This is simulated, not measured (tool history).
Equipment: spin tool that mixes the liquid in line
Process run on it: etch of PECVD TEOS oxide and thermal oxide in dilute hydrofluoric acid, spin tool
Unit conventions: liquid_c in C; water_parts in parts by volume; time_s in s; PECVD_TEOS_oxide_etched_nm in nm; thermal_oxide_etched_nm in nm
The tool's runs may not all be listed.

run,day,liquid_c,water_parts,time_s,PECVD_TEOS_oxide_etched_nm,thermal_oxide_etched_nm
1,0,22,210,180,5.9089,3.47
2,0.117,18.5,210,180,5.1267,3.0863
3,0.429,18.5,225,180,4.7369,2.805
4,0.512,18.5,225,145,3.8144,2.2717
5,0.562,18.5,185,145,4.8566,2.8712
6,0.692,17,185,145,4.5168,2.6667
7,0.904,17,195,145,4.2242,2.5607
8,0.938,17,205,145,4.0043,2.3892
9,0.988,17,210,145,3.9074,2.3197
10,1.183,17,215,145,3.7777,2.2309

Run 11 has not been measured yet. What should we expect?
11,1.308,17,220,145,?,?

Run 11 gave PECVD_TEOS_oxide_etched_nm 3.6853 nm, thermal_oxide_etched_nm 2.2081 nm.

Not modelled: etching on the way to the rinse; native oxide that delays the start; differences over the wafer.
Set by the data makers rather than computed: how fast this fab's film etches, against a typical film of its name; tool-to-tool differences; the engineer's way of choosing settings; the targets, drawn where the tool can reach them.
